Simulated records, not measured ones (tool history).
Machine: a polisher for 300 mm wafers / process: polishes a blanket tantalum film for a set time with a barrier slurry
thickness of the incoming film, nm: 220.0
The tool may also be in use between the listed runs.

run  hour  flow of slurry (ml/min)  pressure of the wafer on the pad (kPa)  speed of the pad under the wafer (m/s)  abrasive content of the slurry  polishing time (s)  film removed (nm)
  1     0                      195                                    13.8                                     1.2                               1                  27             55.972
  2   8.3                      195                                    17.2                                     1.2                               1                  27             64.186
  3  15.5                      205                                    17.9                                     1.2                               1                  27             67.124
  4  21.9                      205                                    15.2                                     1.2                               1                  27             59.283
  5  29.1                      205                                    17.9                                     1.2                               1                  27             67.074
  6  35.8                      205                                    17.9                                     1.2                             0.9                  27              65.57
  7  42.9                      215                                    18.6                                     1.2                             0.9                  27             67.136

Run 8, settings as shown, results not yet in. Your forecast:
  8  49.1                      215                                    19.3                                     1.2                             0.9                  27                  ?

film removed (nm): 68.524
